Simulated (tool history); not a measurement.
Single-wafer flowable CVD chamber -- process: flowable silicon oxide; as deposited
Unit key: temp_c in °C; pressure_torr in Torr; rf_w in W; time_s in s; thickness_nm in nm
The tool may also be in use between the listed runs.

Run 1, hour 0.0: temp_c 100 °C, pressure_torr 0.687 Torr, rf_w 1540 W, time_s 575 s. Result: thickness_nm 282.93 nm.
Run 2, hour 8.9: temp_c 100 °C, pressure_torr 0.621 Torr, rf_w 1540 W, time_s 575 s. Result: thickness_nm 254.30 nm.
Run 3, hour 12.5: temp_c 100 °C, pressure_torr 0.621 Torr, rf_w 1540 W, time_s 575 s. Result: thickness_nm 255.20 nm.
Run 4, hour 18.9: temp_c 100 °C, pressure_torr 0.681 Torr, rf_w 1540 W, time_s 575 s. Result: thickness_nm 278.87 nm.
Run 5, hour 24.9: temp_c 100 °C, pressure_torr 0.681 Torr, rf_w 1430 W, time_s 575 s. Result: thickness_nm 269.20 nm.
Run 6, hour 30.9: temp_c 100 °C, pressure_torr 0.801 Torr, rf_w 1430 W, time_s 575 s. Result: thickness_nm 314.56 nm.
Run 7, hour 34.8: temp_c 103 °C, pressure_torr 0.800 Torr, rf_w 1430 W, time_s 575 s. Result: thickness_nm 285.83 nm.
Run 8, hour 35.9: temp_c 106 °C, pressure_torr 0.799 Torr, rf_w 1430 W, time_s 575 s. Result: thickness_nm 259.85 nm.
Run 9, hour 40.9: temp_c 108 °C, pressure_torr 0.798 Torr, rf_w 1430 W, time_s 575 s. Result: thickness_nm 241.36 nm.
Run 10, hour 44.3: temp_c 110 °C, pressure_torr 0.797 Torr, rf_w 1430 W, time_s 575 s. Result: thickness_nm 229.50 nm.
Run 11, hour 44.9: temp_c 112 °C, pressure_torr 0.795 Torr, rf_w 1430 W, time_s 575 s. Result: thickness_nm 215.58 nm.
Run 12, hour 51.3: temp_c 114 °C, pressure_torr 0.792 Torr, rf_w 1430 W, time_s 575 s. Result: thickness_nm 200.79 nm.
Run 13, hour 59.1: temp_c 115 °C, pressure_torr 0.791 Torr, rf_w 1430 W, time_s 575 s. Result: thickness_nm 196.25 nm.

Run 14 has not been measured yet. What should we expect?
Run 14, hour 61.6: temp_c 116 °C, pressure_torr 0.788 Torr, rf_w 1430 W, time_s 575 s. Result: thickness_nm ?.

{"run 14": {"thickness_nm": 190.5}}
